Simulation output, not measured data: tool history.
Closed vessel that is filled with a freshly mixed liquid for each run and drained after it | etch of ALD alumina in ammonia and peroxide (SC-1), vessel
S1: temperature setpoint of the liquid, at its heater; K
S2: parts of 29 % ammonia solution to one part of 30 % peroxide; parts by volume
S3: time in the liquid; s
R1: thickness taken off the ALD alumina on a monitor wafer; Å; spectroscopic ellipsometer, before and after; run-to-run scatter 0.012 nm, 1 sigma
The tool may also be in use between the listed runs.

run 1 hour=0.0 | S1=326.15 S2=0.6 S3=30 | R1=24.158
run 2 hour=6.7 | S1=326.15 S2=0.6 S3=30 | R1=24.357
run 3 hour=14.2 | S1=324.65 S2=0.6 S3=30 | R1=22.533
run 4 hour=16.7 | S1=324.65 S2=0.7 S3=30 | R1=22.475
run 5 hour=19.2 | S1=323.65 S2=0.7 S3=30 | R1=21.419
run 6 hour=28.5 | S1=323.65 S2=0.6 S3=30 | R1=21.180
run 7 hour=33.5 | S1=323.15 S2=0.6 S3=30 | R1=20.833
run 8 hour=39.0 | S1=322.65 S2=0.6 S3=30 | R1=20.103

Predict the results of run 9:
run 9 hour=48.4 | S1=322.15 S2=0.6 S3=30 | R1=?

Run 9 yielded R1 19.494 Å.
